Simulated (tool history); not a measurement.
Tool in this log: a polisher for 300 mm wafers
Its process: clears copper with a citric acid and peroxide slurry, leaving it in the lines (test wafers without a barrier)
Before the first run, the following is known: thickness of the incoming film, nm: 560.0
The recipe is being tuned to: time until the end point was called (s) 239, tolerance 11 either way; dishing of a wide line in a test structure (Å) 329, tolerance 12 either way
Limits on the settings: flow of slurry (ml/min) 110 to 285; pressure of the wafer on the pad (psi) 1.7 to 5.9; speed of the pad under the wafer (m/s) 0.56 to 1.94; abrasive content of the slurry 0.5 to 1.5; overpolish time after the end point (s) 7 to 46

run	hour	flow of slurry (ml/min)	pressure of the wafer on the pad (psi)	speed of the pad under the wafer (m/s)	abrasive content of the slurry	overpolish time after the end point (s)	time until the end point was called (s)	dishing of a wide line in a test structure (Å)
1	0	180	3.8	1.24	1	24	140.52	508.61
2	2.3	180	3.6	1.24	1	24	151.52	490.26
3	5	180	3.4	1.24	1	23	158.19	455.99
4	10.6	180	3.2	1.24	1	23	167.65	433.43
5	14.5	180	3.2	1.24	0.85	23	174.17	430.33
6	21.4	180	4	1.24	0.85	23	141.24	503.22
7	23.2	180	3.8	1.24	0.85	23	144.09	478.23
8	24.9	180	3.6	1.24	0.85	23	153.03	466.89
9	31.9	180	3.4	1.24	0.85	23	164.1	443.9
10	38.4	180	3.2	1.24	0.85	23	169.72	423.9
11	43.3	180	3	1.24	0.85	23	182.2	415.47
12	52	180	2.9	1.24	0.85	23	186.73	409.89
13	56.6	180	2.8	1.24	0.85	23	192.36	387.16
14	58.8	180	2.7	1.24	0.85	23	205.95	382.29
15	66.4	180	2.7	1.24	0.85	23	199.31	380.11

Below are 4 possible settings for the next run. Only one of them brings all results inside the allowed miss of their targets. Which is it?
A	74	170	2.8	1.4	0.7	18	?	?
B	74	155	2.5	1.14	0.95	34	?	?
C	74	210	2.8	0.8	0.8	37	?	?
D	74	180	1.8	1.62	0.8	23	?	?

move	time until the end point was called (s)	dishing of a wide line in a test structure (Å)
A	187.94	341.22
B	239.13	444.22
C	273.32	434.81
D	249.75	323.23
A: the biggest miss grows against the last run
B: the biggest miss grows against the last run
C: the biggest miss grows against the last run
D: all results land within tolerance of their targets
Go with D: it meets all targets.
